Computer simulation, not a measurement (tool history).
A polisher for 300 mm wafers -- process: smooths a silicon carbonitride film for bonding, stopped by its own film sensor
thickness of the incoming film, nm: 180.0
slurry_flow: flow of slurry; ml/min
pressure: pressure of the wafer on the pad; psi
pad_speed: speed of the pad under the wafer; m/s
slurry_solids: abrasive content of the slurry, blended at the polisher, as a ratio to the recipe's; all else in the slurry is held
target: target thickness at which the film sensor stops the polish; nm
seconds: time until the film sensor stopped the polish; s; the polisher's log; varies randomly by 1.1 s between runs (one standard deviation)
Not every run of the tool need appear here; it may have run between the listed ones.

run,hour,slurry_flow,pressure,pad_speed,slurry_solids,target,seconds
1,0.0,220,2.6,1.00,1.0,162,46.482
2,7.4,220,2.4,1.00,1.0,162,50.369
3,12.9,220,2.2,0.92,1.0,162,58.576
4,19.9,220,2.2,1.08,1.0,162,51.065
5,24.3,220,2.0,0.98,1.0,162,59.924
6,28.4,220,2.0,0.98,1.0,163,55.658
7,33.7,220,2.0,0.98,1.0,163,57.609
8,39.6,220,1.9,0.88,1.0,163,65.079
9,40.4,220,1.8,0.80,1.0,163,71.308

Run 10, settings as shown, results not yet in. Your forecast:
10,47.0,220,1.7,0.74,1.0,163,?

seconds: 81.300 s
